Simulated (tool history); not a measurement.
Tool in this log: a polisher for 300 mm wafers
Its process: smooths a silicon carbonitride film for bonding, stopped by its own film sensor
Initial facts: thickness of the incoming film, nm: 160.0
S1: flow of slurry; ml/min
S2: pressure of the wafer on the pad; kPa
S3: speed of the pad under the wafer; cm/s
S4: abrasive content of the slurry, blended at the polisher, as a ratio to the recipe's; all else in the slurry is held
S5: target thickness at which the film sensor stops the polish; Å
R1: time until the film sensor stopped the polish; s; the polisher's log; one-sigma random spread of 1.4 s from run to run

{"run": 1, "hour": 0.0, "S1": 155, "S2": 16.5, "S3": 84, "S4": 1.0, "S5": 1390, "R1": 97.156}
{"run": 2, "hour": 2.8, "S1": 155, "S2": 16.5, "S3": 76, "S4": 1.0, "S5": 1390, "R1": 108.2}
{"run": 3, "hour": 11.3, "S1": 180, "S2": 16.5, "S3": 76, "S4": 1.0, "S5": 1390, "R1": 104.36}
{"run": 4, "hour": 12.0, "S1": 180, "S2": 16.5, "S3": 76, "S4": 1.0, "S5": 1410, "R1": 93.436}
{"run": 5, "hour": 14.4, "S1": 180, "S2": 16.5, "S3": 76, "S4": 1.0, "S5": 1410, "R1": 92.614}
{"run": 6, "hour": 23.0, "S1": 175, "S2": 16.5, "S3": 76, "S4": 1.0, "S5": 1410, "R1": 93.614}
{"run": 7, "hour": 30.5, "S1": 170, "S2": 16.5, "S3": 76, "S4": 1.0, "S5": 1410, "R1": 92.946}
{"run": 8, "hour": 31.5, "S1": 170, "S2": 15.9, "S3": 76, "S4": 1.0, "S5": 1410, "R1": 100.2}
{"run": 9, "hour": 33.3, "S1": 165, "S2": 15.9, "S3": 76, "S4": 1.0, "S5": 1410, "R1": 97.36}
{"run": 10, "hour": 40.3, "S1": 165, "S2": 15.2, "S3": 76, "S4": 1.0, "S5": 1410, "R1": 103.22}
{"run": 11, "hour": 45.5, "S1": 160, "S2": 15.2, "S3": 76, "S4": 1.0, "S5": 1410, "R1": 104.91}

Run 12 comes next. What will it give?
{"run": 12, "hour": 48.6, "S1": 155, "S2": 15.2, "S3": 76, "S4": 1.0, "S5": 1410, "R1": "?"}

Run 12 measured R1 104.140 s.
